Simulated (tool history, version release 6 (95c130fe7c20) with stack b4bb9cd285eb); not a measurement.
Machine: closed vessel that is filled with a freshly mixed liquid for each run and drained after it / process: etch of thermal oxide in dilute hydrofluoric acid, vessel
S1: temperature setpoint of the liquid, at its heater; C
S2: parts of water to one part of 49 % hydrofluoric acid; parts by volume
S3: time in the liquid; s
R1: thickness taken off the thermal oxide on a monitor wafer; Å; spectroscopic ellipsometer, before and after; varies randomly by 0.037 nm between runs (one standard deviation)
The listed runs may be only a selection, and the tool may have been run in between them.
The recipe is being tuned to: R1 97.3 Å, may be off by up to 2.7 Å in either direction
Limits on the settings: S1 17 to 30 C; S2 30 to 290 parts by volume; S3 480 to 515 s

{"run": 1, "hour": 0.0, "S1": 22, "S2": 160, "S3": 480, "R1": 113.74}
{"run": 2, "hour": 7.3, "S1": 22, "S2": 160, "S3": 480, "R1": 115.04}
{"run": 3, "hour": 9.7, "S1": 24.5, "S2": 160, "S3": 480, "R1": 125.03}
{"run": 4, "hour": 18.9, "S1": 22.5, "S2": 160, "S3": 480, "R1": 116.38}
{"run": 5, "hour": 24.5, "S1": 21, "S2": 160, "S3": 480, "R1": 109.9}
{"run": 6, "hour": 29.8, "S1": 20, "S2": 160, "S3": 480, "R1": 104.83}
{"run": 7, "hour": 31.7, "S1": 19.5, "S2": 160, "S3": 480, "R1": 102.35}
{"run": 8, "hour": 38.0, "S1": 19, "S2": 160, "S3": 480, "R1": 101.32}

4 candidate next runs follow, results not yet known. Just one meets every target within its allowed miss. Identify it.
{"run": "A", "hour": 44.3, "S1": 22.5, "S2": 185, "S3": 480, "R1": "?"}
{"run": "B", "hour": 44.3, "S1": 17.5, "S2": 150, "S3": 480, "R1": "?"}
{"run": "C", "hour": 44.3, "S1": 17, "S2": 175, "S3": 515, "R1": "?"}
{"run": "D", "hour": 44.3, "S1": 18.5, "S2": 155, "S3": 480, "R1": "?"}

move=A R1=97.878
move=B R1=102.75
move=C R1=90.393
move=D R1=103.03
A: every result within its allowed miss
B: the biggest miss grows against the last run
C: takes the result that was furthest off past its target
D: the biggest miss grows against the last run
A meets every target.

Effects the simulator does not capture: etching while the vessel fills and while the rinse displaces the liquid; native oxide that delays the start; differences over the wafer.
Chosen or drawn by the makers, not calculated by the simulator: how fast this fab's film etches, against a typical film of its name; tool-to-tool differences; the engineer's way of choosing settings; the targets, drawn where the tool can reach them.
